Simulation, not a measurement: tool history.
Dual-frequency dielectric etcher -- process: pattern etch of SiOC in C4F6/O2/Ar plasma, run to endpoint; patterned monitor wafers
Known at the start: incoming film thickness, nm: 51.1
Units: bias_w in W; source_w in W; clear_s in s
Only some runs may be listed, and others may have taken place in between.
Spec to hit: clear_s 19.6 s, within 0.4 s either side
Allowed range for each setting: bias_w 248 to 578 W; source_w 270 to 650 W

| run | hour | bias_w | source_w | clear_s |
|---|---|---|---|---|
| 1 | 0 | 413 | 460 | 16.321 |
| 2 | 6.3 | 372 | 460 | 17.229 |
| 3 | 10.7 | 354 | 460 | 18 |
| 4 | 18.2 | 345 | 460 | 17.875 |
| 5 | 26.2 | 345 | 490 | 17.424 |
| 6 | 32.4 | 330 | 490 | 18.033 |
| 7 | 37.8 | 320 | 490 | 18.182 |
| 8 | 44.2 | 248 | 460 | 20.638 |
| 9 | 48.1 | 254 | 460 | 20.709 |
| 10 | 51 | 260 | 460 | 20.452 |
| 11 | 53.2 | 265 | 460 | 20.18 |
| 12 | 60.7 | 296 | 470 | 19.021 |

Which of these 5 next moves meets every target?
| A | 68.2 | 292 | 450 | ? |
| B | 68.2 | 303 | 540 | ? |
| C | 68.2 | 337 | 490 | ? |
| D | 68.2 | 326 | 480 | ? |
| E | 68.2 | 293 | 560 | ? |

| move | clear_s |
|---|---|
| A | 19.336 |
| B | 17.801 |
| C | 17.559 |
| D | 17.959 |
| E | 17.84 |
A: hits every target within its allowed miss
B: lands further from the targets than the last run did
C: lands further from the targets than the last run did
D: lands further from the targets than the last run did
E: lands further from the targets than the last run did
Answer: A
